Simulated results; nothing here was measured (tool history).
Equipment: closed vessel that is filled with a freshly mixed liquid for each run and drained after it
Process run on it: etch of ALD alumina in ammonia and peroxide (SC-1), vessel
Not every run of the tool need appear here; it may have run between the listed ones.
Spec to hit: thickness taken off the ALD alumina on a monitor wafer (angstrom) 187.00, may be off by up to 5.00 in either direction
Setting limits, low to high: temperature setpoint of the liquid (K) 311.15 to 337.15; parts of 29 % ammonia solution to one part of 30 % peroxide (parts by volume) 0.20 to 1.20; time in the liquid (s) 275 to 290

run,day,temperature setpoint of the liquid (K),parts of 29 % ammonia solution to one part of 30 % peroxide (parts by volume),time in the liquid (s),thickness taken off the ALD alumina on a monitor wafer (angstrom)
1,0.000,321.15,0.70,275,116.24
2,0.312,323.15,0.70,275,129.56
3,0.629,324.65,0.70,275,140.89
4,0.804,324.65,0.45,275,134.74
5,0.829,319.65,0.45,275,101.99
6,1.167,322.15,0.45,275,117.37
7,1.404,322.15,0.45,275,117.57
8,1.767,330.15,0.45,275,179.59

Consider the 4 candidate settings below. Which is the only one whose results all fall within their allowed miss of target?
A,2.129,329.65,0.45,290,?
B,2.129,327.65,0.55,290,?
C,2.129,328.65,0.45,290,?
D,2.129,328.15,0.45,280,?

move,thickness taken off the ALD alumina on a monitor wafer (angstrom)
A,185.02
B,169.62
C,175.51
D,165.02
A: every result within its allowed miss
B: further off than the last run
C: further off than the last run
D: further off than the last run
Correct choice: A, which meets every target
